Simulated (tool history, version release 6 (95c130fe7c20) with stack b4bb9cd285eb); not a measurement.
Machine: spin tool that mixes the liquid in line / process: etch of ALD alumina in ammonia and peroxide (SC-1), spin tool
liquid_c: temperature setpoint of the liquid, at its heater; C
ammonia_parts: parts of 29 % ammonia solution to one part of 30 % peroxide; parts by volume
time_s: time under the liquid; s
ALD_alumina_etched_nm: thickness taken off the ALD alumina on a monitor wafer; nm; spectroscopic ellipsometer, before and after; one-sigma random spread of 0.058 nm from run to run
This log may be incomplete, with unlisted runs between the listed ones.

run 1 hour=0.0 | liquid_c=52.0 ammonia_parts=0.55 time_s=260 | ALD_alumina_etched_nm=14.226
run 2 hour=1.1 | liquid_c=51.0 ammonia_parts=0.55 time_s=260 | ALD_alumina_etched_nm=13.394
run 3 hour=7.8 | liquid_c=50.0 ammonia_parts=0.55 time_s=260 | ALD_alumina_etched_nm=12.653
run 4 hour=11.7 | liquid_c=52.5 ammonia_parts=0.55 time_s=260 | ALD_alumina_etched_nm=14.415
run 5 hour=17.2 | liquid_c=52.5 ammonia_parts=0.75 time_s=260 | ALD_alumina_etched_nm=14.952
run 6 hour=23.2 | liquid_c=52.5 ammonia_parts=0.75 time_s=280 | ALD_alumina_etched_nm=16.050
run 7 hour=30.3 | liquid_c=52.5 ammonia_parts=0.75 time_s=280 | ALD_alumina_etched_nm=16.296
run 8 hour=31.4 | liquid_c=51.0 ammonia_parts=0.75 time_s=280 | ALD_alumina_etched_nm=14.910

Expected results for the next run?
run 9 hour=39.2 | liquid_c=49.5 ammonia_parts=0.75 time_s=280 | ALD_alumina_etched_nm=?

ALD_alumina_etched_nm: 13.620 nm
